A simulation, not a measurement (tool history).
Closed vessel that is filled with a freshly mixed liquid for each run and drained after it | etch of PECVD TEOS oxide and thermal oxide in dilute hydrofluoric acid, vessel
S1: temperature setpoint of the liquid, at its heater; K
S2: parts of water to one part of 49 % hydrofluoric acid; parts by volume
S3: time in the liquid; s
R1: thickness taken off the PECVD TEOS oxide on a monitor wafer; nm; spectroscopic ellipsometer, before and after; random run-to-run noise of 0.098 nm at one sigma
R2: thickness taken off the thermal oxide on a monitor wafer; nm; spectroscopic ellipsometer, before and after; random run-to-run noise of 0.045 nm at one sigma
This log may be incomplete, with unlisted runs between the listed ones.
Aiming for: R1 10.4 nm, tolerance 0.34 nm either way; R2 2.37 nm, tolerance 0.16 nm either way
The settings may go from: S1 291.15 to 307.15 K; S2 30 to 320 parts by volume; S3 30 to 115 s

run	hour	S1	S2	S3	R1	R2
1	0	299.15	175	60	7.3357	1.6199
2	7	300.65	170	60	8.0765	1.7682
3	13.9	301.65	170	60	8.2235	1.8867
4	15.1	300.15	170	60	7.8762	1.7823
5	19.8	301.15	170	60	7.963	1.8731
6	24.7	298.65	170	60	7.2954	1.732
7	31.3	299.65	165	60	7.8842	1.7551
8	33.2	299.65	165	60	7.8994	1.7471
9	38.6	300.65	165	60	8.2607	1.8081
10	42.1	301.15	165	60	8.3065	1.8431
11	44.6	301.65	165	60	8.4994	1.8638
12	46.7	301.65	160	60	8.6862	1.9741

Of the 4 settings listed for the next run, only one would bring every result within its allowed miss of target. Which one?
A	48.8	302.15	120	50	?	?
B	48.8	299.15	170	55	?	?
C	48.8	301.15	175	55	?	?
D	48.8	302.15	150	60	?	?

move	R1	R2
A	10.554	2.3674
B	6.8893	1.5453
C	7.1561	1.6051
D	9.7419	2.1852
A: in spec on every target
B: lands further from the targets than the last run did
C: lands further from the targets than the last run did
D: better than the last run, though not everything is in spec
A meets every target.

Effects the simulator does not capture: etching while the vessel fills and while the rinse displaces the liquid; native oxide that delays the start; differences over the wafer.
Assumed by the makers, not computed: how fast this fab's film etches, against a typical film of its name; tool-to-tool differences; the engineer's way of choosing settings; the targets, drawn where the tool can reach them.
